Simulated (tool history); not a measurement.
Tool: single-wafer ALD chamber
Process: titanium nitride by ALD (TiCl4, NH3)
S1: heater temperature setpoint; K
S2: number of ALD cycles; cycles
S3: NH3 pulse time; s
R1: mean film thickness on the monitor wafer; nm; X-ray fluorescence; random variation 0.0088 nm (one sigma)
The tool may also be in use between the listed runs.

run,hour,S1,S2,S3,R1
1,0.0,653.15,97,1.45,2.0542
2,1.6,646.15,97,1.19,1.9951
3,7.2,638.15,97,1.19,1.9610
4,12.0,638.15,97,1.44,2.0152
5,18.9,638.15,100,1.44,2.0775
6,24.6,636.15,99,1.19,2.0037
7,27.7,634.15,98,1.03,1.9063

Forecast run 8:
8,28.2,633.15,98,0.99,?

{"run 8": {"R1": 1.8928}}

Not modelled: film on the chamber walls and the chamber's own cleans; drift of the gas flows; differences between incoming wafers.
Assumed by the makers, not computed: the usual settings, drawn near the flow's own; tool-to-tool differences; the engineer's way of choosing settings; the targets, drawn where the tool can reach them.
